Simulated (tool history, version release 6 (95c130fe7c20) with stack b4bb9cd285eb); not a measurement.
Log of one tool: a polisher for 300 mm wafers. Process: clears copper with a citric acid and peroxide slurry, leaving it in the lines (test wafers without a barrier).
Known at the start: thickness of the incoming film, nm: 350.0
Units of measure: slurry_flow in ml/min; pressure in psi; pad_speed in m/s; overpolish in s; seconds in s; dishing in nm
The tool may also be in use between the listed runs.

run	day	slurry_flow	pressure	pad_speed	slurry_solids	overpolish	seconds	dishing
1	0	240	3.2	1.12	1	21	124.05	23.881
2	0.175	240	3.4	1.12	1	20	120.15	24.315
3	0.308	295	3.4	1.12	1	20	115.95	24.579
4	0.462	350	3.4	1.12	1	20	115.48	24.66
5	0.812	350	3.5	1.12	1	19	106.9	24.381
6	1.075	350	3	1.12	1	19	128.77	22.464
7	1.188	350	3.2	1.12	1	18	121.65	23.125
8	1.442	350	3.3	1.12	1	17	117	22.65
9	1.638	350	3.4	1.12	1	17	114.82	23.066
10	1.712	350	4.3	1.18	1	12	86.093	22.337

What does the tool deliver on the next run?
11	1.896	350	4.3	1.18	1	12	?	?

{"run 11": {"seconds": 87.869, "dishing": 22.367}}
